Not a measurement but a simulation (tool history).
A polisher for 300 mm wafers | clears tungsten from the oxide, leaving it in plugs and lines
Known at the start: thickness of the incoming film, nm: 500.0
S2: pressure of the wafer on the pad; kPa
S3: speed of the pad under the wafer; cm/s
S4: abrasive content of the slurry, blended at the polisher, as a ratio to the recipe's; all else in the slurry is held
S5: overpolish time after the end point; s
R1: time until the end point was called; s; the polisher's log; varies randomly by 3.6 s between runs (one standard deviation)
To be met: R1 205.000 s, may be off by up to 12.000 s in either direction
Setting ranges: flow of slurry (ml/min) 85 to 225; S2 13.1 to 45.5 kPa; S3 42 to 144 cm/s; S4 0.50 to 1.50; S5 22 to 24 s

Run 1, hour 0.0: flow of slurry (ml/min) 145, S2 29.0 kPa, S3 92 cm/s, S4 1.00, S5 22 s. Result: R1 92.696 s.
Run 2, hour 6.9: flow of slurry (ml/min) 145, S2 29.0 kPa, S3 92 cm/s, S4 1.15, S5 22 s. Result: R1 90.381 s.
Run 3, hour 9.9: flow of slurry (ml/min) 145, S2 29.0 kPa, S3 92 cm/s, S4 1.15, S5 22 s. Result: R1 91.769 s.
Run 4, hour 18.2: flow of slurry (ml/min) 145, S2 24.1 kPa, S3 84 cm/s, S4 1.15, S5 22 s. Result: R1 114.860 s.
Run 5, hour 26.4: flow of slurry (ml/min) 145, S2 26.9 kPa, S3 84 cm/s, S4 1.15, S5 22 s. Result: R1 106.140 s.
Run 6, hour 32.9: flow of slurry (ml/min) 145, S2 22.8 kPa, S3 78 cm/s, S4 1.15, S5 22 s. Result: R1 130.480 s.
Run 7, hour 35.8: flow of slurry (ml/min) 140, S2 14.5 kPa, S3 64 cm/s, S4 1.15, S5 22 s. Result: R1 222.800 s.
Run 8, hour 38.2: flow of slurry (ml/min) 140, S2 15.2 kPa, S3 64 cm/s, S4 1.15, S5 22 s. Result: R1 217.830 s.

5 candidate next runs follow, results not yet known. Just one meets every target within its allowed miss. Identify it.
Run A, hour 40.6: flow of slurry (ml/min) 130, S2 19.3 kPa, S3 60 cm/s, S4 1.00, S5 24 s. Result: R1 ?.
Run B, hour 40.6: flow of slurry (ml/min) 140, S2 16.5 kPa, S3 74 cm/s, S4 1.20, S5 22 s. Result: R1 ?.
Run C, hour 40.6: flow of slurry (ml/min) 140, S2 16.5 kPa, S3 76 cm/s, S4 1.10, S5 24 s. Result: R1 ?.
Run D, hour 40.6: flow of slurry (ml/min) 115, S2 20.7 kPa, S3 56 cm/s, S4 1.50, S5 22 s. Result: R1 ?.
Run E, hour 40.6: flow of slurry (ml/min) 145, S2 13.1 kPa, S3 68 cm/s, S4 1.15, S5 22 s. Result: R1 ?.

move       R1
   A  200.190
   B  172.510
   C  172.500
   D  184.500
   E  224.390
A: all results land within tolerance of their targets
B: the result that was furthest off in the last run now lies on the other side of its target
C: the result that was furthest off in the last run now lies on the other side of its target
D: the result that was furthest off in the last run now lies on the other side of its target
E: the biggest miss grows against the last run
Move A is the one to make.
